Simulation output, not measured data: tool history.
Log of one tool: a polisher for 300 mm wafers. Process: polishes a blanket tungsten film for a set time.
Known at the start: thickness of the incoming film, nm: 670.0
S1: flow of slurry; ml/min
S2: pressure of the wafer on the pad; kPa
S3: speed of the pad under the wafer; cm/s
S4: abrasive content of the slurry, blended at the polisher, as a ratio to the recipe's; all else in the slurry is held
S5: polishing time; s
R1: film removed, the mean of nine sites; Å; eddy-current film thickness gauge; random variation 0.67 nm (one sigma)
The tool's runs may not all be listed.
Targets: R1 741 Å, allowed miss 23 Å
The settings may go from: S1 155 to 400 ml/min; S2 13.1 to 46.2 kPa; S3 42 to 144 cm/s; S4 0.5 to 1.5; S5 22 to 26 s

run	hour	S1	S2	S3	S4	S5	R1
1	0	255	29.6	92	1	26	1169.7
2	8.5	255	29.6	78	1	26	983.15
3	17.3	225	29.6	78	1	26	975.83
4	20.5	225	27.6	78	1	26	918.08
5	23.5	225	27.6	78	1.1	26	918.06
6	26.4	225	27.6	78	1	26	902.73
7	33.2	225	26.2	78	1	26	885.08
8	35.1	225	24.8	78	1	26	854.05
9	38.3	225	23.4	78	1	26	807.78
10	43.1	225	22.8	78	1	26	790.45
11	44.7	225	22.1	78	1	26	776.57

Which of these 4 next moves meets every target?
A	46.3	325	23.4	66	1.4	26	?
B	46.3	190	24.1	76	0.95	26	?
C	46.3	270	18.6	94	0.75	26	?
D	46.3	215	20	88	1.1	26	?

move	R1
A	752.64
B	784.99
C	798.77
D	811.95
A: meets every target
B: further off than the last run
C: further off than the last run
D: further off than the last run
The right move is A.
